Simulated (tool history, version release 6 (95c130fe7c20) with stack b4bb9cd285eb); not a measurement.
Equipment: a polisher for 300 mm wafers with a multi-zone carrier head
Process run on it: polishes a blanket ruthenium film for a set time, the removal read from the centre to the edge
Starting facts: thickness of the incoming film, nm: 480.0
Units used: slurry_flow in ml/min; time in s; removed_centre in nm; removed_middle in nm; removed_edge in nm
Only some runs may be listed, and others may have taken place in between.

run,hour,slurry_flow,centre_zone,middle_zone,edge_zone,time,removed_centre,removed_middle,removed_edge
1,0.0,150,1.00,1.00,1.00,63,70.577,71.126,66.227
2,2.2,125,1.00,1.00,1.00,63,67.192,68.615,64.712
3,7.4,125,0.99,0.99,1.03,67,71.823,72.256,72.445
4,9.0,125,0.99,0.93,1.03,67,69.970,68.127,70.398
# hour 13.2: edge zone pressure recalibrated
5,13.2,125,0.99,0.93,1.03,76,80.360,77.562,82.368
6,17.0,140,0.99,0.93,1.03,76,82.545,79.012,86.885
7,18.0,150,0.98,0.95,1.04,76,84.366,81.459,86.001

Estimate the outcome of run 8 from the log above:
8,25.7,155,0.96,0.97,1.06,77,?,?,?

{"run 8": {"removed_centre": 83.487, "removed_middle": 84.048, "removed_edge": 89.307}}

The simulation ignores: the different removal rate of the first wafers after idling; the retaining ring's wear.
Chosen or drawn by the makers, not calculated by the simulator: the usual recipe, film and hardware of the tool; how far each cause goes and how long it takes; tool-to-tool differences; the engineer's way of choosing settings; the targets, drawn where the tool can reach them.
